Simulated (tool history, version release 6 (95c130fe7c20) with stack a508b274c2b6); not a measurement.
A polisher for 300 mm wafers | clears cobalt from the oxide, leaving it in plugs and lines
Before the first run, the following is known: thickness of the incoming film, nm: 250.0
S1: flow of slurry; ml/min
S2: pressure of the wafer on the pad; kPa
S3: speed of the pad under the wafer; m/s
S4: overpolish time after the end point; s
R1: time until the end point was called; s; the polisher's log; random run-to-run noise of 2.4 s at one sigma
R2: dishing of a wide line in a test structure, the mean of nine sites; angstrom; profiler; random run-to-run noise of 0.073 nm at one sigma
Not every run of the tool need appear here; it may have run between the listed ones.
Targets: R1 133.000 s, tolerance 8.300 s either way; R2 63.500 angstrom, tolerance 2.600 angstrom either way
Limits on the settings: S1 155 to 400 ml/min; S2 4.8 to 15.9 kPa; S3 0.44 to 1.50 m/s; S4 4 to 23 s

Run 1, hour 0.0: S1 255 ml/min, S2 10.3 kPa, S3 0.96 m/s, S4 12 s. Result: R1 74.863 s, R2 83.353 angstrom.
Run 2, hour 6.9: S1 240 ml/min, S2 9.0 kPa, S3 0.94 m/s, S4 10 s. Result: R1 92.008 s, R2 79.864 angstrom.
Run 3, hour 15.1: S1 240 ml/min, S2 9.0 kPa, S3 0.94 m/s, S4 14 s. Result: R1 93.609 s, R2 81.708 angstrom.
Run 4, hour 18.5: S1 180 ml/min, S2 9.0 kPa, S3 0.94 m/s, S4 14 s. Result: R1 93.365 s, R2 80.540 angstrom.
Run 5, hour 22.1: S1 155 ml/min, S2 9.0 kPa, S3 0.94 m/s, S4 14 s. Result: R1 96.911 s, R2 81.284 angstrom.
Run 6, hour 24.2: S1 155 ml/min, S2 8.3 kPa, S3 0.96 m/s, S4 12 s. Result: R1 103.490 s, R2 80.016 angstrom.
Run 7, hour 29.5: S1 155 ml/min, S2 7.6 kPa, S3 0.98 m/s, S4 10 s. Result: R1 108.200 s, R2 77.028 angstrom.
Run 8, hour 34.6: S1 155 ml/min, S2 6.9 kPa, S3 1.00 m/s, S4 9 s. Result: R1 113.900 s, R2 73.118 angstrom.
Run 9, hour 41.2: S1 155 ml/min, S2 6.2 kPa, S3 1.02 m/s, S4 8 s. Result: R1 125.180 s, R2 68.419 angstrom.
Run 10, hour 45.4: S1 155 ml/min, S2 6.2 kPa, S3 1.04 m/s, S4 7 s. Result: R1 126.230 s, R2 65.739 angstrom.

Of the 4 settings listed for the next run, only one would bring every result within its allowed miss of target. Which one?
Run A, hour 49.6: S1 160 ml/min, S2 9.0 kPa, S3 0.70 m/s, S4 9 s. Result: R1 ?, R2 ?.
Run B, hour 49.6: S1 160 ml/min, S2 6.9 kPa, S3 0.96 m/s, S4 6 s. Result: R1 ?, R2 ?.
Run C, hour 49.6: S1 155 ml/min, S2 6.2 kPa, S3 1.02 m/s, S4 8 s. Result: R1 ?, R2 ?.
Run D, hour 49.6: S1 170 ml/min, S2 4.8 kPa, S3 1.24 m/s, S4 7 s. Result: R1 ?, R2 ?.

move       R1      R2
   A  125.890  72.059
   B  119.420  62.239
   C  125.240  69.148
   D  129.090  64.606
A: further off than the last run
B: corrects the largest miss of the last run, while another result sits out of spec
C: further off than the last run
D: hits every target within its allowed miss
D meets every target.
